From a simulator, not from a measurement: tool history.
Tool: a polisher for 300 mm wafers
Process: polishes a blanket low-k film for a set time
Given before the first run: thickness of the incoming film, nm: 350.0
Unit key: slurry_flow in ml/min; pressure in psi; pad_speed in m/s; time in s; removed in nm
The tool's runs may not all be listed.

Run 1, hour 0: slurry_flow 280 ml/min, pressure 2.4 psi, pad_speed 0.96 m/s, slurry_solids 1, time 73 s. Result: removed 31.605 nm.
Run 2, hour 1.5: slurry_flow 345 ml/min, pressure 2.4 psi, pad_speed 0.96 m/s, slurry_solids 1, time 73 s. Result: removed 31.777 nm.
Run 3, hour 3.5: slurry_flow 345 ml/min, pressure 2.2 psi, pad_speed 0.96 m/s, slurry_solids 1, time 73 s. Result: removed 29.189 nm.
Run 4, hour 7: slurry_flow 345 ml/min, pressure 2.2 psi, pad_speed 0.84 m/s, slurry_solids 1, time 73 s. Result: removed 26.035 nm.
Run 5, hour 9.1: slurry_flow 345 ml/min, pressure 2.1 psi, pad_speed 0.84 m/s, slurry_solids 1, time 73 s. Result: removed 25.174 nm.
Run 6, hour 15.9: slurry_flow 345 ml/min, pressure 2 psi, pad_speed 0.84 m/s, slurry_solids 1, time 73 s. Result: removed 24.537 nm.
Run 7, hour 19.2: slurry_flow 340 ml/min, pressure 1.4 psi, pad_speed 0.82 m/s, slurry_solids 1, time 73 s. Result: removed 17.029 nm.

Expected results for the next run?
Run 8, hour 21.2: slurry_flow 340 ml/min, pressure 1.6 psi, pad_speed 0.82 m/s, slurry_solids 1, time 73 s. Result: removed ?.

Run 8 yielded removed 19.202 nm.
